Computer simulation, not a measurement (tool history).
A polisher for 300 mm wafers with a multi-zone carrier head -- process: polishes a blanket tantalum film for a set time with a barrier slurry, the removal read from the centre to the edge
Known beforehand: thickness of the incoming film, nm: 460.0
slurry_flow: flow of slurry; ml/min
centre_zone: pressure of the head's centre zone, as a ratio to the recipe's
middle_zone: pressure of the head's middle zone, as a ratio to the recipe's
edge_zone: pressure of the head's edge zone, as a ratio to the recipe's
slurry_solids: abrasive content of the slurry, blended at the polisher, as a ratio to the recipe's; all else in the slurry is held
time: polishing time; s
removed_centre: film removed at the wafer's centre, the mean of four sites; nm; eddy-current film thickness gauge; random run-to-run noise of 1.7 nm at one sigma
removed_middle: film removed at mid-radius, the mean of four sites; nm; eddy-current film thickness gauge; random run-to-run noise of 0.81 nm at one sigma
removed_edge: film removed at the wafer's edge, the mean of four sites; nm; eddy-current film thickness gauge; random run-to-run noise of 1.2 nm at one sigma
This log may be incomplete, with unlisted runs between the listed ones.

run,day,slurry_flow,centre_zone,middle_zone,edge_zone,slurry_solids,time,removed_centre,removed_middle,removed_edge
1,0,230,1,1,1,1,80,89.178,88.947,87.694
2,0.25,240,1.03,1.04,1.02,1.05,80,93.597,95.063,88.951
3,0.417,240,1.03,1.04,1.02,1.2,80,95.059,97.146,94.357
4,0.75,240,1.03,1.04,1.02,1.2,62,76.759,76.405,72.383
5,0.962,250,1.06,1.07,1.04,1.3,65,82.379,81.974,77.865
6,1.004,255,1.08,1.1,1.04,1.35,69,90.444,91.084,83.994
7,1.329,260,1.1,1.12,1.05,1.4,71,93.977,96.017,87.054
8,1.7,260,1.1,1.12,1.05,1.4,71,94.23,94.98,86.628

Forecast run 9:
9,1.762,265,1.11,1.13,1.06,1.45,73,?,?,?

{"run 9": {"removed_centre": 98.539, "removed_middle": 99.024, "removed_edge": 90.836}}
